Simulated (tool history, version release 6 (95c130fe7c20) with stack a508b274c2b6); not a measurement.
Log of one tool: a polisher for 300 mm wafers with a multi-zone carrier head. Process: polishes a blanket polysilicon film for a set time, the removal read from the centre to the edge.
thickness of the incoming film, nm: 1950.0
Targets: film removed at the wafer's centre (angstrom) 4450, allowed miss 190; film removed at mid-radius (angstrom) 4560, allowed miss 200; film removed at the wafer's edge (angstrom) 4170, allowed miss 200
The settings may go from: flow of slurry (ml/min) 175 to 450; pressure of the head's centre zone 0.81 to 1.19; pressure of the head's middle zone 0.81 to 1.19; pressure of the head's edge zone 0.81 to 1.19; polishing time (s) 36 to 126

run	hour	flow of slurry (ml/min)	pressure of the head's centre zone	pressure of the head's middle zone	pressure of the head's edge zone	polishing time (s)	film removed at the wafer's centre (angstrom)	film removed at mid-radius (angstrom)	film removed at the wafer's edge (angstrom)
1	0	290	1	1	1	81	6111.4	6110.2	6129.3
2	2.1	290	1	1.07	1	81	6061	6315.6	6203.4
3	7.8	255	1	1.07	1	81	5995.1	6435.3	6094.9
4	12.8	255	1	1.07	1	69	5247.8	5557.2	5080.7
5	20.2	300	1	1.07	1	69	5209.2	5552	5197
6	23.4	300	1	1.14	1	69	5213.6	5740	5314.1
7	25.6	300	1	1.12	0.99	67	5101.7	5547.6	5012
8	28.7	285	0.93	1.02	0.93	60	4261.1	4658.6	4449.7
9	32.3	280	0.94	1.02	0.92	60	4226	4525.2	4486.8
10	38	280	0.94	1.02	0.92	60	4264.7	4641.2	4391.7

5 next moves are on the table. One of them brings every result within its allowed miss. Which?
A	43.7	310	0.87	1	1.04	61	?	?	?
B	43.7	345	0.94	0.98	0.95	62	?	?	?
C	43.7	245	0.95	1.13	0.98	58	?	?	?
D	43.7	285	0.95	1	0.89	65	?	?	?
E	43.7	230	1.02	1.05	0.89	59	?	?	?

move	film removed at the wafer's centre (angstrom)	film removed at mid-radius (angstrom)	film removed at the wafer's edge (angstrom)
A	3942.6	4736.1	4776.9
B	4370.4	4782.7	4677.6
C	4012.1	4820.6	4341.8
D	4557.2	5012.1	4704.1
E	4354.9	4622.1	4208.2
A: further off than the last run
B: further off than the last run
C: brings the result that was furthest off to its target, and leaves another outside
D: further off than the last run
E: meets every target
Answer: E

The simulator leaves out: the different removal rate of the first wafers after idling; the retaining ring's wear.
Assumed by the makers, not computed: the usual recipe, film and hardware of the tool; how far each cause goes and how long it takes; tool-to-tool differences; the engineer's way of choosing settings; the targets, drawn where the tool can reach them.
